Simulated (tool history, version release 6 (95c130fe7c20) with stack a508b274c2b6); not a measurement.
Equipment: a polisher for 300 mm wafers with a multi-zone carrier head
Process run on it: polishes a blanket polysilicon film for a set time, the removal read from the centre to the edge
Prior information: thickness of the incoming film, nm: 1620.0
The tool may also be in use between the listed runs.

run	hour	flow of slurry (ml/min)	pressure of the head's centre zone	pressure of the head's middle zone	pressure of the head's edge zone	polishing time (s)	film removed at the wafer's centre (Å)	film removed at mid-radius (Å)	film removed at the wafer's edge (Å)
1	0	195	1	1	1	59	2983.8	2896	3013
2	4.4	195	1	1	0.95	59	2978.1	2965.9	2918.3
3	6.5	205	1.01	1.01	0.99	61	3150.9	3033	3103.8
4	12.3	205	1.01	0.96	0.99	61	3088.5	3005.5	3136.5
5	15.3	205	1.1	0.96	0.99	61	3389.8	2935.1	3073.5
6	18.8	215	1.09	0.96	1.02	63	3515	3027.7	3328.2
7	27.4	270	1.1	1.06	1.12	65	3786.9	3594.7	3647.2
8	28.2	270	1.1	1.04	1.13	66	3837.3	3627.5	3729.7

Run 9 comes next. What will it give?
9	30.4	270	1.1	1.04	1.13	66	?	?	?

Run 9 gave film removed at the wafer's centre (Å) 3870.9, film removed at mid-radius (Å) 3508.8, film removed at the wafer's edge (Å) 3691.1.
